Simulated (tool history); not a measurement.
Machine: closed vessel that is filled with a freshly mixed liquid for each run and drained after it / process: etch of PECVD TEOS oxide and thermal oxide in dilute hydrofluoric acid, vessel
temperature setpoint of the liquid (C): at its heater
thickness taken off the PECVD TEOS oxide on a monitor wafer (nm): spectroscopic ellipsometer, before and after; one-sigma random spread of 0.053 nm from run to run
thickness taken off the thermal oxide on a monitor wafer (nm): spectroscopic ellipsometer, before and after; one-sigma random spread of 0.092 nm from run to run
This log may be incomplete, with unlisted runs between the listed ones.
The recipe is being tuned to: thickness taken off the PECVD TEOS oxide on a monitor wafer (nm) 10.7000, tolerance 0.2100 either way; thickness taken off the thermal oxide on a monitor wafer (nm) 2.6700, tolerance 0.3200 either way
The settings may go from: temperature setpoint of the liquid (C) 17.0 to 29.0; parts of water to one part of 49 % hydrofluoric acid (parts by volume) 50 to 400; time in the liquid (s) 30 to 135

run	day	temperature setpoint of the liquid (C)	parts of water to one part of 49 % hydrofluoric acid (parts by volume)	time in the liquid (s)	thickness taken off the PECVD TEOS oxide on a monitor wafer (nm)	thickness taken off the thermal oxide on a monitor wafer (nm)
1	0.000	21.0	225	70	4.4308	1.1349
2	0.325	22.0	210	70	5.0148	1.2172
3	0.588	22.0	210	85	6.0777	1.5220
4	0.862	22.0	210	100	7.2133	1.7513
5	0.925	22.0	145	100	11.2100	2.8702
# day 1.242: thermometer replaced
6	1.242	23.5	145	100	12.7390	3.4817
7	1.375	23.0	145	100	12.5570	3.2147
8	1.571	22.5	145	100	12.4030	2.8902
9	1.779	21.5	170	100	9.8133	2.4419
10	2.142	21.5	170	100	9.8157	2.4634
11	2.500	22.0	170	100	9.9645	2.5414
12	2.783	23.0	170	100	10.5070	2.6954

Next run, 5 choices. One meets every target within its allowed miss, the rest don't. Which?
A	3.067	21.0	150	90	?	?
B	3.067	20.5	180	115	?	?
C	3.067	21.0	170	105	?	?
D	3.067	26.0	205	110	?	?
E	3.067	21.5	165	105	?	?

move	thickness taken off the PECVD TEOS oxide on a monitor wafer (nm)	thickness taken off the thermal oxide on a monitor wafer (nm)
A	9.9920	2.3759
B	10.1130	2.4047
C	10.0720	2.3948
D	10.1620	2.4162
E	10.6360	2.5291
A: misses by more than the last run did
B: misses by more than the last run did
C: misses by more than the last run did
D: misses by more than the last run did
E: all results in spec
Go with E: it meets all targets.
